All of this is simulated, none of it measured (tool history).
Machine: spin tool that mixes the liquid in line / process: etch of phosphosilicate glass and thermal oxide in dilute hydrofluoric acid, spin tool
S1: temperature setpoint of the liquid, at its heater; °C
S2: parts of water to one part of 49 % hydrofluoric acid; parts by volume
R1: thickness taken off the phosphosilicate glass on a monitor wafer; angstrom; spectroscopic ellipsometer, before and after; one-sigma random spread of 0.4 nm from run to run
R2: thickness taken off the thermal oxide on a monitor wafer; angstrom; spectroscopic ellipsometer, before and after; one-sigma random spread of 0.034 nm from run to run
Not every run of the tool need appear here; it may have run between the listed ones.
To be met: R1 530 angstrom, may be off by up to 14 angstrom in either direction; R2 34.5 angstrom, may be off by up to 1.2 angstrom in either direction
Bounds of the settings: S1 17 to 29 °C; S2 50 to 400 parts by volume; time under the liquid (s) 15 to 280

run 1 day=0 | S1=21 S2=225 time_under_the_liquid_(s)=145 | R1=355.42 R2=23.347
run 2 day=0.025 | S1=22.5 S2=225 time_under_the_liquid_(s)=145 | R1=379.07 R2=24.67
run 3 day=0.292 | S1=24.5 S2=220 time_under_the_liquid_(s)=145 | R1=414.62 R2=27.307
run 4 day=0.321 | S1=25.5 S2=215 time_under_the_liquid_(s)=145 | R1=443.78 R2=28.33
run 5 day=0.554 | S1=25.5 S2=215 time_under_the_liquid_(s)=90 | R1=279.22 R2=17.874
run 6 day=0.646 | S1=26 S2=180 time_under_the_liquid_(s)=90 | R1=344.5 R2=23.006
run 7 day=0.733 | S1=27 S2=115 time_under_the_liquid_(s)=105 | R1=708.45 R2=45.565
run 8 day=0.996 | S1=24.5 S2=115 time_under_the_liquid_(s)=105 | R1=644.38 R2=42.59
run 9 day=1.308 | S1=23.5 S2=120 time_under_the_liquid_(s)=105 | R1=603.59 R2=38.405
run 10 day=1.496 | S1=24 S2=145 time_under_the_liquid_(s)=105 | R1=486.16 R2=31.264
run 11 day=1.658 | S1=28 S2=145 time_under_the_liquid_(s)=105 | R1=571.45 R2=37.414
run 12 day=1.971 | S1=28 S2=145 time_under_the_liquid_(s)=105 | R1=557.01 R2=36.789
run 13 day=2.296 | S1=27.5 S2=145 time_under_the_liquid_(s)=105 | R1=558.41 R2=36.064
run 14 day=2.558 | S1=27 S2=145 time_under_the_liquid_(s)=105 | R1=541.66 R2=35.772

Exercise: of the 4 proposed moves below, exactly one satisfies all targets within the stated allowed misses. Which move is it?
run A day=2.821 | S1=27.5 S2=155 time_under_the_liquid_(s)=100 | R1=? R2=?
run B day=2.821 | S1=24.5 S2=135 time_under_the_liquid_(s)=110 | R1=? R2=?
run C day=2.821 | S1=28 S2=160 time_under_the_liquid_(s)=110 | R1=? R2=?
run D day=2.821 | S1=29 S2=170 time_under_the_liquid_(s)=120 | R1=? R2=?

move=A R1=493.65 R2=31.634
move=B R1=570.55 R2=36.562
move=C R1=532.46 R2=34.121
move=D R1=559.79 R2=35.873
A: the result that was furthest off in the last run now lies on the other side of its target
B: the biggest miss grows against the last run
C: in spec on every target
D: the biggest miss grows against the last run
Correct choice: C, which meets every target

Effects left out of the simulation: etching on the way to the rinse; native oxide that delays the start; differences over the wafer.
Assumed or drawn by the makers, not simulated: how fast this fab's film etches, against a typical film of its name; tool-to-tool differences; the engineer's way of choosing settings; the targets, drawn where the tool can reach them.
